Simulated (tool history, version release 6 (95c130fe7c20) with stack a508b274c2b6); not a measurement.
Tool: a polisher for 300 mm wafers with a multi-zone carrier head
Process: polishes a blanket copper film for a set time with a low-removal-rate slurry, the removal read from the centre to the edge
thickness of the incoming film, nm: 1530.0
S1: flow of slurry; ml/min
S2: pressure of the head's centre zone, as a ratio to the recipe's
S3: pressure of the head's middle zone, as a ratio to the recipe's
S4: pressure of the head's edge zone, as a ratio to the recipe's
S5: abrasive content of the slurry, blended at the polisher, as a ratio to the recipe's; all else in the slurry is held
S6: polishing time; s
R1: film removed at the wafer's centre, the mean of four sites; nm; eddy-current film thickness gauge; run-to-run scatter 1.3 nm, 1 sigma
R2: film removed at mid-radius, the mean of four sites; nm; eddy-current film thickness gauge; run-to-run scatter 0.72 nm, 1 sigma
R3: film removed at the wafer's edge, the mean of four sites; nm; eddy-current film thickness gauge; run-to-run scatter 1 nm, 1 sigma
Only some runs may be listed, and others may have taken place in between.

run	hour	S1	S2	S3	S4	S5	S6	R1	R2	R3
1	0	205	1	1	1	1	33	106.59	103.08	104.99
2	0.7	220	1.01	1	1.04	1.05	33	109.61	104.92	107.7
3	4.8	220	1.01	1	1.09	1.05	33	110.07	104.81	110.31
4	12.4	220	1.08	1	1.09	1.05	33	118.1	105.15	110.1
5	19.3	220	1.08	1	1.09	1.05	38	133.58	122.26	124.77
6	21	205	1.06	0.99	1.08	1.05	38	131.07	118.53	125.21

Run 7 is up next; what results do you expect?
7	29.3	195	1.05	0.99	1.07	1.05	38	?	?	?

{"run 7": {"R1": 129.54, "R2": 118.25, "R3": 123.8}}

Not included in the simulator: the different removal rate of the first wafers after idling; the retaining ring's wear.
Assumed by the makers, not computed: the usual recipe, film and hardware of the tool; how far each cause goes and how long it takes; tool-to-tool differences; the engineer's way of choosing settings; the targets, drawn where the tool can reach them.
